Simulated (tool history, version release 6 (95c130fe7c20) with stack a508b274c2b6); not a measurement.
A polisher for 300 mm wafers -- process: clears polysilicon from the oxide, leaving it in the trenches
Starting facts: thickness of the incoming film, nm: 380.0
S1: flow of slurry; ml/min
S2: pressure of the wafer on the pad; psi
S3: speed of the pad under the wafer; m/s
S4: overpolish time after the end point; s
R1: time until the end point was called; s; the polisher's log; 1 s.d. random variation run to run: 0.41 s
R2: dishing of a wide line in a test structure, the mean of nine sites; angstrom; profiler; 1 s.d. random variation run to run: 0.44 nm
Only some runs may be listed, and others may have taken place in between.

run 1 hour=0 | S1=135 S2=2.1 S3=1.24 S4=16 | R1=33.145 R2=329.37
run 2 hour=5.3 | S1=135 S2=2.2 S3=1.24 S4=17 | R1=30.907 R2=346.6
run 3 hour=12.3 | S1=135 S2=2.2 S3=1.24 S4=11 | R1=31.978 R2=333.51
run 4 hour=20.2 | S1=135 S2=2.2 S3=1.24 S4=6 | R1=31.57 R2=299.27
run 5 hour=21.6 | S1=135 S2=2.6 S3=1.24 S4=6 | R1=27.509 R2=304.16
run 6 hour=27.3 | S1=135 S2=2.7 S3=1.24 S4=8 | R1=26.699 R2=326.43

Predict the results of run 7:
run 7 hour=30.8 | S1=135 S2=2.8 S3=1.24 S4=8 | R1=? R2=?

{"run 7": {"R1": 25.544, "R2": 324.59}}
